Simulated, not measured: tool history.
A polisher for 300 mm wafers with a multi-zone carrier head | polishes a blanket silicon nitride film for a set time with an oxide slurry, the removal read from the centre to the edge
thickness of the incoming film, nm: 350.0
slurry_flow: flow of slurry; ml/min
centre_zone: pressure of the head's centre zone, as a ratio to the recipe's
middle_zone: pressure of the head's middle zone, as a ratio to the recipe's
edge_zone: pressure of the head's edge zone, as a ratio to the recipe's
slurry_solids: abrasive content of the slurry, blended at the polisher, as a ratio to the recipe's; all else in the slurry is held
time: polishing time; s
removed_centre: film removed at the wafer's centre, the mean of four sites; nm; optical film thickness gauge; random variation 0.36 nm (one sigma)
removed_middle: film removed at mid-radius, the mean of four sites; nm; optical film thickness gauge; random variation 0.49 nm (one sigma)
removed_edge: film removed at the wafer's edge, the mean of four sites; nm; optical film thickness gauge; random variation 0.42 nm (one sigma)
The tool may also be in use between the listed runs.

run 1 hour=0.0 | slurry_flow=205 centre_zone=1.00 middle_zone=1.00 edge_zone=1.00 slurry_solids=1.00 time=56 | removed_centre=26.005 removed_middle=25.450 removed_edge=26.405
run 2 hour=1.0 | slurry_flow=205 centre_zone=1.00 middle_zone=0.95 edge_zone=1.00 slurry_solids=1.00 time=56 | removed_centre=25.513 removed_middle=24.374 removed_edge=26.950
run 3 hour=1.9 | slurry_flow=205 centre_zone=1.00 middle_zone=0.95 edge_zone=1.05 slurry_solids=1.00 time=56 | removed_centre=25.962 removed_middle=24.507 removed_edge=26.680
run 4 hour=6.5 | slurry_flow=210 centre_zone=1.01 middle_zone=0.96 edge_zone=1.05 slurry_solids=1.15 time=58 | removed_centre=28.963 removed_middle=27.475 removed_edge=30.067
run 5 hour=13.1 | slurry_flow=210 centre_zone=1.01 middle_zone=0.96 edge_zone=0.98 slurry_solids=1.15 time=58 | removed_centre=29.298 removed_middle=27.352 removed_edge=28.188
run 6 hour=14.8 | slurry_flow=210 centre_zone=1.03 middle_zone=0.97 edge_zone=1.03 slurry_solids=1.25 time=59 | removed_centre=31.077 removed_middle=29.899 removed_edge=30.871

Run 7 comes next. What will it give?
run 7 hour=15.9 | slurry_flow=220 centre_zone=1.06 middle_zone=0.96 edge_zone=1.06 slurry_solids=1.30 time=60 | removed_centre=? removed_middle=? removed_edge=?

removed_centre: 33.053 nm
removed_middle: 29.312 nm
removed_edge: 32.396 nm
